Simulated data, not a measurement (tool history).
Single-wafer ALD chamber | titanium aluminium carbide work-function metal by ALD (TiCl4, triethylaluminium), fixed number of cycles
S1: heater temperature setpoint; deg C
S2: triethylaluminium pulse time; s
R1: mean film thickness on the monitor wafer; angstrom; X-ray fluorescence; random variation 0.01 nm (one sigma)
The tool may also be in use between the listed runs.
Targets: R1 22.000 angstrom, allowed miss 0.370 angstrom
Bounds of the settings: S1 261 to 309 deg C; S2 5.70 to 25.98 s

Run 1, hour 0.0: S1 285 deg C, S2 15.84 s. Result: R1 20.181 angstrom.
Run 2, hour 7.5: S1 285 deg C, S2 19.32 s. Result: R1 20.200 angstrom.
Run 3, hour 8.2: S1 285 deg C, S2 16.34 s. Result: R1 20.165 angstrom.
Run 4, hour 14.4: S1 288 deg C, S2 16.42 s. Result: R1 20.535 angstrom.
Run 5, hour 22.1: S1 279 deg C, S2 16.42 s. Result: R1 19.699 angstrom.
Run 6, hour 27.5: S1 270 deg C, S2 16.42 s. Result: R1 18.902 angstrom.
Run 7, hour 28.8: S1 270 deg C, S2 16.42 s. Result: R1 18.972 angstrom.
Run 8, hour 30.2: S1 275 deg C, S2 16.57 s. Result: R1 19.138 angstrom.
Run 9, hour 31.2: S1 279 deg C, S2 16.63 s. Result: R1 19.670 angstrom.
Run 10, hour 31.9: S1 283 deg C, S2 16.69 s. Result: R1 19.933 angstrom.
Run 11, hour 35.0: S1 295 deg C, S2 18.89 s. Result: R1 21.104 angstrom.
Run 12, hour 43.1: S1 296 deg C, S2 18.90 s. Result: R1 21.405 angstrom.
Run 13, hour 47.7: S1 297 deg C, S2 18.93 s. Result: R1 21.340 angstrom.

Which of these 4 next moves meets every target?
Run A, hour 52.3: S1 294 deg C, S2 20.92 s. Result: R1 ?.
Run B, hour 52.3: S1 296 deg C, S2 13.88 s. Result: R1 ?.
Run C, hour 52.3: S1 303 deg C, S2 20.25 s. Result: R1 ?.
Run D, hour 52.3: S1 294 deg C, S2 20.03 s. Result: R1 ?.

move      R1
   A  21.003
   B  21.032
   C  21.848
   D  20.997
A: further off than the last run
B: further off than the last run
C: meets every target
D: further off than the last run
Move C is the one to make.

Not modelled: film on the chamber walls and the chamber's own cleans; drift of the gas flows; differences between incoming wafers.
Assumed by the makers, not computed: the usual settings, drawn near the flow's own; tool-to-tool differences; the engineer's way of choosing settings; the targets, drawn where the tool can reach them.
